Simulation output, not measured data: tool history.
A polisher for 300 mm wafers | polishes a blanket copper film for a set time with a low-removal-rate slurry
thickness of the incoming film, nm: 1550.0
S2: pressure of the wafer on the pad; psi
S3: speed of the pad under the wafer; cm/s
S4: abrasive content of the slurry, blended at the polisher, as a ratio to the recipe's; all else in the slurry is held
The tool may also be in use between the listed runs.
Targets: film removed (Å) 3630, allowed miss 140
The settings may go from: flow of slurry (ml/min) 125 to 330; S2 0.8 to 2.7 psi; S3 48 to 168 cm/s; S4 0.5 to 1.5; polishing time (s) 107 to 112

{"run": 1, "day": 0.0, "flow of slurry (ml/min)": 210, "S2": 1.7, "S3": 108, "S4": 1, "polishing time (s)": 107, "film removed (Å)": 2272}
{"run": 2, "day": 0.325, "flow of slurry (ml/min)": 210, "S2": 1.7, "S3": 108, "S4": 1, "polishing time (s)": 107, "film removed (Å)": 2225.8}
{"run": 3, "day": 0.4, "flow of slurry (ml/min)": 210, "S2": 1.9, "S3": 108, "S4": 1, "polishing time (s)": 107, "film removed (Å)": 2480.4}
{"run": 4, "day": 0.738, "flow of slurry (ml/min)": 210, "S2": 2.1, "S3": 108, "S4": 1, "polishing time (s)": 107, "film removed (Å)": 2718}
{"run": 5, "day": 0.804, "flow of slurry (ml/min)": 210, "S2": 1.7, "S3": 108, "S4": 1, "polishing time (s)": 107, "film removed (Å)": 2269}
{"run": 6, "day": 0.996, "flow of slurry (ml/min)": 210, "S2": 1.7, "S3": 108, "S4": 1.15, "polishing time (s)": 107, "film removed (Å)": 2282}
{"run": 7, "day": 1.321, "flow of slurry (ml/min)": 210, "S2": 1.9, "S3": 108, "S4": 1.15, "polishing time (s)": 107, "film removed (Å)": 2576.9}
{"run": 8, "day": 1.65, "flow of slurry (ml/min)": 210, "S2": 2.1, "S3": 108, "S4": 1.15, "polishing time (s)": 107, "film removed (Å)": 2788.4}
{"run": 9, "day": 1.7, "flow of slurry (ml/min)": 210, "S2": 2.1, "S3": 108, "S4": 1.15, "polishing time (s)": 107, "film removed (Å)": 2713.7}
{"run": 10, "day": 1.862, "flow of slurry (ml/min)": 210, "S2": 2.2, "S3": 108, "S4": 1.15, "polishing time (s)": 107, "film removed (Å)": 2885.9}
{"run": 11, "day": 2.183, "flow of slurry (ml/min)": 210, "S2": 2.3, "S3": 108, "S4": 1.15, "polishing time (s)": 107, "film removed (Å)": 2948.6}
{"run": 12, "day": 2.425, "flow of slurry (ml/min)": 210, "S2": 2.4, "S3": 110, "S4": 1.15, "polishing time (s)": 107, "film removed (Å)": 3221.8}
{"run": 13, "day": 2.462, "flow of slurry (ml/min)": 210, "S2": 2.5, "S3": 110, "S4": 1.15, "polishing time (s)": 107, "film removed (Å)": 3265.6}
{"run": 14, "day": 2.817, "flow of slurry (ml/min)": 215, "S2": 2.6, "S3": 112, "S4": 1.15, "polishing time (s)": 107, "film removed (Å)": 3448}

Which of these 4 next moves meets every target?
{"run": "A", "day": 3.171, "flow of slurry (ml/min)": 270, "S2": 2.4, "S3": 118, "S4": 1, "polishing time (s)": 107, "film removed (Å)": "?"}
{"run": "B", "day": 3.171, "flow of slurry (ml/min)": 240, "S2": 2.4, "S3": 108, "S4": 1.2, "polishing time (s)": 107, "film removed (Å)": "?"}
{"run": "C", "day": 3.171, "flow of slurry (ml/min)": 250, "S2": 2, "S3": 138, "S4": 1.2, "polishing time (s)": 112, "film removed (Å)": "?"}
{"run": "D", "day": 3.171, "flow of slurry (ml/min)": 205, "S2": 2.7, "S3": 90, "S4": 1.45, "polishing time (s)": 112, "film removed (Å)": "?"}

move=A film_removed_(Å)=3419.4
move=B film_removed_(Å)=3186.3
move=C film_removed_(Å)=3609.5
move=D film_removed_(Å)=3151.2
A: further off than the last run
B: further off than the last run
C: meets every target
D: further off than the last run
Move C is the one to make.

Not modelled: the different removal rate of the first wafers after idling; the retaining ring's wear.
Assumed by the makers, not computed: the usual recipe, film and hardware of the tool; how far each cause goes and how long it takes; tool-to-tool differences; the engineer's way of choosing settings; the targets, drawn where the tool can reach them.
